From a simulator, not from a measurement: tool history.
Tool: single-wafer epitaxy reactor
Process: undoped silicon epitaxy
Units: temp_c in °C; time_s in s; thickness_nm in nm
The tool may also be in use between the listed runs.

run,day,temp_c,time_s,thickness_nm
1,0,640,189,24.776
2,0.246,644,189,27.323
3,0.271,646,189,28.633
4,0.438,647,189,29.525
5,0.779,648,189,30.181
6,1.058,639,189,24.045
7,1.242,642,189,26.011
8,1.612,654,190,35.193
9,1.954,654,190,35.209

Run 10 comes next. What will it give?
10,2.096,653,190,?

{"run 10": {"thickness_nm": 34.496}}
